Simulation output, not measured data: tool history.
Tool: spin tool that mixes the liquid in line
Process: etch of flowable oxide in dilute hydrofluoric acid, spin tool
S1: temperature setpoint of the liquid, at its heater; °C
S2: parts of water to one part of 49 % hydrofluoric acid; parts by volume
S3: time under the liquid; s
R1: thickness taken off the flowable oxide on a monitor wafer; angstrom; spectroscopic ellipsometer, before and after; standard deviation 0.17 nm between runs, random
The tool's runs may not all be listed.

run    day    S1   S2  S3      R1
  1  0.000  26.0  100  50  273.56
  2  0.150  26.0   85  50  332.68
  3  0.192  24.0   95  50  269.50
  4  0.342  24.0   60  50  451.86
  5  0.604  22.5   75  50  330.47
  6  0.854  22.5   50  50  516.23
  7  1.088  21.0   65  50  360.79
  8  1.117  20.0   75  50  294.39
  9  1.371  19.5   80  50  270.85
 10  1.529  19.5   80  50  276.79
 11  1.612  19.0   85  50  252.46
 12  1.704  18.5   90  50  232.14
 13  1.988  18.5   95  50  215.60

What will run 14 give?
 14  2.229  18.5  100  50   ?

R1: 205.26 angstrom

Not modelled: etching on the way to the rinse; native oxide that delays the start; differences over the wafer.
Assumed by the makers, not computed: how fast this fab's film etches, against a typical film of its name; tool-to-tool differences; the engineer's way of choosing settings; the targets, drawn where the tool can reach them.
